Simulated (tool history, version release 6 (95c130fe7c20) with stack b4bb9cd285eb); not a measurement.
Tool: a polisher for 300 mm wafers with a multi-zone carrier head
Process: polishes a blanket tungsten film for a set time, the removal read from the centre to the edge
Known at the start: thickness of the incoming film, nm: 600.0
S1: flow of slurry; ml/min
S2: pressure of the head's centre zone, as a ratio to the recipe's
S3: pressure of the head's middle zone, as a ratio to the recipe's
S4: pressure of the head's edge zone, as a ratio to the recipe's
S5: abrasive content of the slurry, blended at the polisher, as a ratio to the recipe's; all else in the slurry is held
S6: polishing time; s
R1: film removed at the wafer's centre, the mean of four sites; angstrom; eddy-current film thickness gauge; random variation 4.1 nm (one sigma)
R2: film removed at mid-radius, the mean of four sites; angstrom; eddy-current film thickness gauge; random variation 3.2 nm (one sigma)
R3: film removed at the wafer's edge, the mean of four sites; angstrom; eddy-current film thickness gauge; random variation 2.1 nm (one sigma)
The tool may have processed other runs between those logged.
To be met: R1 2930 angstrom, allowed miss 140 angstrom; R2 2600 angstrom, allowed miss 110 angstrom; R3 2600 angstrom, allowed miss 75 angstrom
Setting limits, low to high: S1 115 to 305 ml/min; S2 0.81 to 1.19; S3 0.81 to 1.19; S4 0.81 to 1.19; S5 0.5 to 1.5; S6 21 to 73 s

| run | hour | S1 | S2 | S3 | S4 | S5 | S6 | R1 | R2 | R3 |
|---|---|---|---|---|---|---|---|---|---|---|
| 1 | 0 | 195 | 1 | 1 | 1 | 1 | 47 | 2024.1 | 1971.7 | 2006.7 |
| 2 | 6.4 | 195 | 1 | 1 | 1.08 | 1 | 47 | 1946.1 | 1967.6 | 2072.8 |
| 3 | 12.5 | 195 | 1 | 1 | 1.08 | 0.8 | 47 | 1947.9 | 1896.9 | 2021.2 |
| 4 | 13.6 | 220 | 1 | 1 | 1.08 | 0.8 | 47 | 1918.9 | 1946.5 | 2046.7 |
| 5 | 19.3 | 220 | 1 | 0.97 | 1.08 | 0.8 | 47 | 1916.4 | 1900.5 | 2078.4 |
| 6 | 26.6 | 270 | 1 | 0.97 | 1.08 | 0.8 | 47 | 1963.6 | 1935.8 | 2087.6 |
| 7 | 31.5 | 270 | 1.05 | 0.99 | 1.08 | 0.95 | 50 | 2247.2 | 2159.8 | 2304.3 |
| 8 | 34.2 | 300 | 1.15 | 1.05 | 1.02 | 1.2 | 53 | 2750.3 | 2502.8 | 2433.3 |
| 9 | 38.1 | 300 | 1.16 | 1.05 | 1.03 | 1.25 | 53 | 2800.4 | 2509.2 | 2474.7 |

Which of these 5 next moves meets every target?
| A | 42 | 300 | 1.18 | 0.94 | 1.06 | 1.1 | 55 | ? | ? | ? |
| B | 42 | 300 | 1.19 | 0.99 | 0.96 | 1.25 | 53 | ? | ? | ? |
| C | 42 | 250 | 1.08 | 0.97 | 1.18 | 1.45 | 51 | ? | ? | ? |
| D | 42 | 280 | 1.15 | 1 | 1 | 1.45 | 55 | ? | ? | ? |
| E | 42 | 295 | 1.08 | 1.07 | 0.98 | 1.45 | 51 | ? | ? | ? |

| move | R1 | R2 | R3 |
|---|---|---|---|
| A | 2998 | 2368.3 | 2594.7 |
| B | 2978.4 | 2436.1 | 2433.5 |
| C | 2609.2 | 2319 | 2624.3 |
| D | 3041.9 | 2599.3 | 2629.1 |
| E | 2665.3 | 2567.8 | 2422.2 |
A: puts the biggest miss on target and leaves a different result outside tolerance
B: its largest miss is bigger than the last run's
C: puts the biggest miss on target and leaves a different result outside tolerance
D: in spec on every target
E: its largest miss is bigger than the last run's
D is the move that brings every result within its allowed miss.
